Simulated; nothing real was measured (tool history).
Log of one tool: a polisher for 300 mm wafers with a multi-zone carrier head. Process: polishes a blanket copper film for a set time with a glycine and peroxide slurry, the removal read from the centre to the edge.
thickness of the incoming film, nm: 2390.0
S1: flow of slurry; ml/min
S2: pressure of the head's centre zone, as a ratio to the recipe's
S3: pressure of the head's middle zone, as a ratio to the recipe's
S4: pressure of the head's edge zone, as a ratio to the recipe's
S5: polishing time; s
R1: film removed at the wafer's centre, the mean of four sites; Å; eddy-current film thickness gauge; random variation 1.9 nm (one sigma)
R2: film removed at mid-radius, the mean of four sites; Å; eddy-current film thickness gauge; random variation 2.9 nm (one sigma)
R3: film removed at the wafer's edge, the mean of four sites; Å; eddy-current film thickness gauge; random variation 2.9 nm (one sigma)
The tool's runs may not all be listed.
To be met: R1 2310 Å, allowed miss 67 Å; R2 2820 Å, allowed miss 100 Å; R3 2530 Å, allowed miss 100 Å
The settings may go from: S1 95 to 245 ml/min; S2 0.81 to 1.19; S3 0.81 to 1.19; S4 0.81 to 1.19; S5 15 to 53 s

Run 1, hour 0: S1 155 ml/min, S2 1, S3 1, S4 1, S5 34 s. Result: R1 2798 Å, R2 2398.5 Å, R3 2398.3 Å.
Run 2, hour 0.9: S1 155 ml/min, S2 1, S3 1, S4 1, S5 31 s. Result: R1 2488.3 Å, R2 2212.5 Å, R3 2281.8 Å.
Run 3, hour 3: S1 155 ml/min, S2 1, S3 0.96, S4 1, S5 31 s. Result: R1 2514.8 Å, R2 2146.2 Å, R3 2217.6 Å.
Run 4, hour 7.2: S1 165 ml/min, S2 0.96, S3 1.02, S4 0.99, S5 31 s. Result: R1 2425.6 Å, R2 2298.9 Å, R3 2241.6 Å.
Run 5, hour 14.2: S1 175 ml/min, S2 0.93, S3 1.06, S4 1.02, S5 31 s. Result: R1 2383.3 Å, R2 2388 Å, R3 2270.2 Å.
Run 6, hour 17.3: S1 175 ml/min, S2 0.93, S3 1.06, S4 1.02, S5 38 s. Result: R1 2906.7 Å, R2 2924.9 Å, R3 2869 Å.
Run 7, hour 17.8: S1 165 ml/min, S2 0.9, S3 1.07, S4 0.99, S5 38 s. Result: R1 2867 Å, R2 2865.3 Å, R3 2786.5 Å.
Run 8, hour 24.3: S1 165 ml/min, S2 0.88, S3 1.1, S4 1, S5 37 s. Result: R1 2709.8 Å, R2 2836.9 Å, R3 2656 Å.
Run 9, hour 27.5: S1 165 ml/min, S2 0.86, S3 1.12, S4 1.03, S5 36 s. Result: R1 2542.5 Å, R2 2859.5 Å, R3 2680.1 Å.
Run 10, hour 34.6: S1 160 ml/min, S2 0.85, S3 1.13, S4 1.03, S5 36 s. Result: R1 2502.4 Å, R2 2878.4 Å, R3 2638.9 Å.
Run 11, hour 41.3: S1 150 ml/min, S2 0.84, S3 1.14, S4 1.03, S5 36 s. Result: R1 2400.2 Å, R2 2816.8 Å, R3 2594.8 Å.
At hour 43.1: centre zone pressure recalibrated.
Run 12, hour 43.1: S1 145 ml/min, S2 0.84, S3 1.15, S4 1.03, S5 36 s. Result: R1 2124.2 Å, R2 2859.7 Å, R3 2562.9 Å.
Run 13, hour 51.1: S1 150 ml/min, S2 0.84, S3 1.15, S4 1.02, S5 36 s. Result: R1 2183.8 Å, R2 2876.9 Å, R3 2603.9 Å.

4 next moves are on the table. One of them brings every result within its allowed miss. Which?
Run A, hour 59.1: S1 105 ml/min, S2 0.81, S3 1.14, S4 1.07, S5 39 s. Result: R1 ?, R2 ?, R3 ?.
Run B, hour 59.1: S1 175 ml/min, S2 0.87, S3 1.17, S4 0.91, S5 36 s. Result: R1 ?, R2 ?, R3 ?.
Run C, hour 59.1: S1 225 ml/min, S2 0.89, S3 1.17, S4 1.06, S5 33 s. Result: R1 ?, R2 ?, R3 ?.
Run D, hour 59.1: S1 105 ml/min, S2 0.91, S3 1.1, S4 1.06, S5 41 s. Result: R1 ?, R2 ?, R3 ?.

move      R1      R2      R3
   A  2040.9  2819.2  2723.3
   B  2329.2  3010.3  2535.4
   C  2280.7  2867.2  2572.8
   D  2412.3  2872.8  2851.1
A: further off than the last run
B: brings the result that was furthest off to its target, and leaves another outside
C: meets every target
D: takes the result that was furthest off past its target
The right move is C.
